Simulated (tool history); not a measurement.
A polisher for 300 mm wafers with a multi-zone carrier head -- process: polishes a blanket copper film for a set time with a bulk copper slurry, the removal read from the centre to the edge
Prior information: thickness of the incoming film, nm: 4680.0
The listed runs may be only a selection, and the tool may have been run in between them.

| run | hour | flow of slurry (ml/min) | pressure of the head's centre zone | pressure of the head's middle zone | pressure of the head's edge zone | abrasive content of the slurry | polishing time (s) | film removed at the wafer's centre (nm) | film removed at mid-radius (nm) | film removed at the wafer's edge (nm) |
|---|---|---|---|---|---|---|---|---|---|---|
| 1 | 0 | 135 | 1 | 1 | 1 | 1 | 86 | 935.57 | 925.44 | 908.97 |
| 2 | 2.5 | 135 | 1 | 1 | 1 | 1 | 104 | 1121.9 | 1084.4 | 1087.1 |
| 3 | 3.1 | 125 | 1.02 | 0.95 | 0.98 | 0.85 | 89 | 934.24 | 835.16 | 870.92 |
| 4 | 9 | 125 | 1.02 | 0.9 | 0.98 | 0.85 | 89 | 918.59 | 823.3 | 861.49 |
| 5 | 10.3 | 125 | 1.02 | 0.98 | 0.98 | 0.85 | 89 | 935.69 | 879.39 | 863.02 |
| 6 | 14.6 | 125 | 1.02 | 0.98 | 1.05 | 0.85 | 89 | 946.78 | 877.73 | 898.58 |
| 7 | 21.3 | 115 | 1.03 | 0.93 | 1.04 | 0.75 | 80 | 802.52 | 699.84 | 766.23 |
| 8 | 22.7 | 110 | 1.04 | 0.91 | 1.01 | 0.7 | 76 | 729.86 | 644.07 | 715.72 |

Run 9 is up next; what results do you expect?
| 9 | 26.8 | 110 | 1.04 | 0.91 | 1.01 | 0.7 | 76 | ? | ? | ? |

Run 9 produced film removed at the wafer's centre (nm) 740.11, film removed at mid-radius (nm) 642.02, film removed at the wafer's edge (nm) 685.52.

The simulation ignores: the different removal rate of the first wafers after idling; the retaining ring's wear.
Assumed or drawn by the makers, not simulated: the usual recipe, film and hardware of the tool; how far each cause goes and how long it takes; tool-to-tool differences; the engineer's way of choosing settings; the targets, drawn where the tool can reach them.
